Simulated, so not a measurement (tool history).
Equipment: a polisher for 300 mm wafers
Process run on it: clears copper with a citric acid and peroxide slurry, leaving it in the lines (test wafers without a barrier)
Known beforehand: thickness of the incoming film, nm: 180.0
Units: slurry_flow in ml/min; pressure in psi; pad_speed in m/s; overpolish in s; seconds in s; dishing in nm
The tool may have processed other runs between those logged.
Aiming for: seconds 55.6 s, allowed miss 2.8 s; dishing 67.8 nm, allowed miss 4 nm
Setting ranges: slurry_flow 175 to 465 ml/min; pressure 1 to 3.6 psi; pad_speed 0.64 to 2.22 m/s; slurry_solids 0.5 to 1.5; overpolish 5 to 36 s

run    day  slurry_flow  pressure  pad_speed  slurry_solids  overpolish  seconds  dishing
  1      0          295       2.3       1.42              1          18   85.289   30.287
  2  0.062          295       2.8       1.42              1          18   71.991   36.914
  3  0.225          295       2.8       1.42           0.85          18   71.285   34.643
  4  0.562          295       2.9       1.44            0.9          20   68.622   39.315
  5  0.796          295         3       1.46           0.95          22   65.544   47.025
  6  1.133          295       3.1       1.46              1          23   61.194    49.85
  7  1.267          295       3.1       1.46              1          24   60.927   53.201
  8  1.617          295       3.1       1.46              1          25   61.087   53.067
  9  1.862          295       3.1       1.46              1          26    61.73   53.509
 10  2.196          295       3.2       1.46              1          27   61.842    58.79
 11  2.254          295       3.6       1.48              1          27   51.814   66.326

Pick the move, out of 5, that brings all results within their allowed miss; only one does.
  A  2.312          310       3.6       1.58           1.05          25        ?        ?
  B  2.312          230       3.4       1.54              1          30        ?        ?
  C  2.312          295       3.6       1.22           0.95          29        ?        ?
  D  2.312          270       3.6       1.38              1          24        ?        ?
  E  2.312          295       3.1       1.48           0.85          28        ?        ?

move  seconds  dishing
   A   48.175    65.54
   B   54.385    68.42
   C   63.322   59.331
   D   56.192   56.019
   E   61.761   58.167
A: moves away from the targets compared with the last run
B: all results land within tolerance of their targets
C: moves the result that the last run missed by most past its target, out the other side
D: the furthest-off result lands on target, but another misses its tolerance
E: moves the result that the last run missed by most past its target, out the other side
Correct choice: B, which meets every target

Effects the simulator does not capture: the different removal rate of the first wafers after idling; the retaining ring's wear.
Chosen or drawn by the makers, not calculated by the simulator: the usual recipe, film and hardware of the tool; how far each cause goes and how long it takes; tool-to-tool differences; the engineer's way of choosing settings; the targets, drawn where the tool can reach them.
